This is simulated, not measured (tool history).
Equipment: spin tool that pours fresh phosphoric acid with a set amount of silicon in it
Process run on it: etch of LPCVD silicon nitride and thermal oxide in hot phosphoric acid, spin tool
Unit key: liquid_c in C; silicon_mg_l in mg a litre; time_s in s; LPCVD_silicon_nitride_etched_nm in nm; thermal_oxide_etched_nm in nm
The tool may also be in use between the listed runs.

run,hour,liquid_c,silicon_mg_l,time_s,LPCVD_silicon_nitride_etched_nm,thermal_oxide_etched_nm
1,0,162,28.5,180,17.588,0.34169
2,3.4,162.5,33,190,18.843,0.25223
3,9.3,163,35,200,20.267,0.27025
4,16.7,163,35,145,14.665,0.16176
5,24.9,163.5,38,165,16.907,0.1643
6,27.3,164,39.5,175,18.318,0.2183

Predict the results of run 7:
7,32.8,164,42,190,?,?

LPCVD_silicon_nitride_etched_nm: 19.846 nm
thermal_oxide_etched_nm: 0.16623 nm
